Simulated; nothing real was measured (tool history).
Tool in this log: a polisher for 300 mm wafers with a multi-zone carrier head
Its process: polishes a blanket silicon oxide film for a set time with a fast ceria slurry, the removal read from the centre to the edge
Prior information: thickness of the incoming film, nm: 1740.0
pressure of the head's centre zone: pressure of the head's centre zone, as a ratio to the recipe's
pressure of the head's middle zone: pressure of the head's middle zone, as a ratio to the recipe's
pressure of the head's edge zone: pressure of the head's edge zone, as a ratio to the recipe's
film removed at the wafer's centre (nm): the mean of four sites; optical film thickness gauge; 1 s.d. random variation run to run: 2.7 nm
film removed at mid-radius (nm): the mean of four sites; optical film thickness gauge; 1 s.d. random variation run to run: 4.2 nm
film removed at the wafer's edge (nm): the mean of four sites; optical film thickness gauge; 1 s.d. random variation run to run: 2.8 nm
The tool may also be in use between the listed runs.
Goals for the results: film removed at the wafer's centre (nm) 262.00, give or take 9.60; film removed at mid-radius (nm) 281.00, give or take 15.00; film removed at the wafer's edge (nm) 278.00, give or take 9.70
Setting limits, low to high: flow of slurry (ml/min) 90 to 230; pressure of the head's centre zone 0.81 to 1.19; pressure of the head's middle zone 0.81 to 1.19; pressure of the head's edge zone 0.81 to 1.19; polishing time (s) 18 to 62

run,day,flow of slurry (ml/min),pressure of the head's centre zone,pressure of the head's middle zone,pressure of the head's edge zone,polishing time (s),film removed at the wafer's centre (nm),film removed at mid-radius (nm),film removed at the wafer's edge (nm)
1,0.000,150,1.00,1.00,1.00,40,549.48,541.39,537.48
2,0.125,150,1.00,1.00,1.00,47,644.50,627.80,632.81
3,0.312,135,0.96,0.97,0.96,39,502.44,519.57,492.93
4,0.683,150,0.96,0.97,0.96,39,516.19,513.17,507.10
5,0.879,140,0.92,0.93,0.95,33,412.69,421.48,418.42
6,0.992,135,0.89,0.90,0.93,30,362.83,364.08,376.18
7,1.338,125,0.87,0.89,0.90,28,325.33,346.48,349.32
8,1.396,120,0.88,0.85,0.84,19,222.13,219.76,231.91
9,1.462,160,0.85,0.92,0.92,19,225.13,246.81,244.64
10,1.633,190,0.91,0.96,1.02,22,284.59,296.16,304.50
11,1.800,190,0.90,0.96,1.00,22,284.25,299.12,300.92
12,2.112,190,0.89,0.95,0.98,22,273.85,295.11,294.94
13,2.208,190,0.89,0.94,0.97,22,278.44,287.77,298.32
14,2.488,185,0.89,0.94,0.95,22,278.93,290.71,292.08
15,2.829,185,0.89,0.94,0.95,22,280.47,287.26,293.81
16,3.146,180,0.88,0.94,0.94,22,273.11,287.36,289.59
17,3.392,175,0.88,0.94,0.93,22,271.18,300.36,290.17
18,3.675,175,0.89,0.89,0.92,20,250.21,247.46,257.32
19,3.838,175,0.89,0.91,0.93,20,249.86,256.91,261.62
20,3.908,175,0.89,0.92,0.94,20,252.05,258.86,265.22
21,3.992,180,0.89,0.93,0.95,20,249.33,269.67,270.60
22,4.250,185,0.90,0.94,0.95,20,261.40,268.43,266.64
23,4.479,185,0.90,0.95,0.96,20,255.48,268.42,265.95
24,4.846,190,0.90,0.95,0.96,20,255.63,266.25,263.83
25,5.154,190,0.90,0.95,0.97,20,255.96,267.99,266.13

Consider the 4 candidate settings below. Which is the only one whose results all fall within their allowed miss of target?
A,5.462,190,0.91,1.01,0.87,20,?,?,?
B,5.462,175,0.94,1.00,0.88,19,?,?,?
C,5.462,230,0.86,0.93,0.89,21,?,?,?
D,5.462,190,0.91,0.86,1.04,20,?,?,?

move,film removed at the wafer's centre (nm),film removed at mid-radius (nm),film removed at the wafer's edge (nm)
A,256.30,286.58,260.80
B,248.74,267.22,247.25
C,260.36,287.06,281.51
D,256.03,250.53,284.26
A: its largest miss is bigger than the last run's
B: its largest miss is bigger than the last run's
C: hits every target within its allowed miss
D: the furthest-off result lands on target, but another misses its tolerance
C is the move that brings every result within its allowed miss.
